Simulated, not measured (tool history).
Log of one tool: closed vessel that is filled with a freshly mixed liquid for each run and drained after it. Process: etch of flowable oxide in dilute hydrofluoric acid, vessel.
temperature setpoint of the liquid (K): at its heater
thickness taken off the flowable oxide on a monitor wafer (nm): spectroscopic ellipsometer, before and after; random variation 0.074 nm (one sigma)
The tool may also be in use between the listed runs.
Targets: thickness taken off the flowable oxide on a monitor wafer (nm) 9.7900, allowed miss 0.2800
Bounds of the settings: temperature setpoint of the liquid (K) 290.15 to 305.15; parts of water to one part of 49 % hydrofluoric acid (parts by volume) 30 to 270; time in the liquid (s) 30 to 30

| run | hour | temperature setpoint of the liquid (K) | parts of water to one part of 49 % hydrofluoric acid (parts by volume) | time in the liquid (s) | thickness taken off the flowable oxide on a monitor wafer (nm) |
|---|---|---|---|---|---|
| 1 | 0.0 | 297.15 | 150 | 30 | 6.6008 |
| 2 | 3.5 | 297.15 | 205 | 30 | 4.4593 |
| 3 | 10.1 | 299.15 | 185 | 30 | 5.4589 |
| 4 | 17.1 | 299.15 | 145 | 30 | 7.3169 |
| 5 | 24.4 | 300.65 | 140 | 30 | 8.0626 |
| 6 | 27.5 | 297.65 | 140 | 30 | 7.2181 |
| 7 | 29.2 | 299.65 | 135 | 30 | 8.2356 |
| 8 | 37.9 | 299.65 | 135 | 30 | 8.0551 |

4 next moves are on the table. One of them brings every result within its allowed miss. Which?
| A | 46.6 | 297.65 | 100 | 30 | ? |
| B | 46.6 | 298.15 | 115 | 30 | ? |
| C | 46.6 | 298.65 | 120 | 30 | ? |
| D | 46.6 | 295.65 | 100 | 30 | ? |

| move | thickness taken off the flowable oxide on a monitor wafer (nm) |
|---|---|
| A | 10.5890 |
| B | 9.2176 |
| C | 8.9507 |
| D | 9.7792 |
A: takes the result that was furthest off past its target
B: nearer than the last run, and not there yet
C: nearer than the last run, and not there yet
D: meets every target
Answer: D

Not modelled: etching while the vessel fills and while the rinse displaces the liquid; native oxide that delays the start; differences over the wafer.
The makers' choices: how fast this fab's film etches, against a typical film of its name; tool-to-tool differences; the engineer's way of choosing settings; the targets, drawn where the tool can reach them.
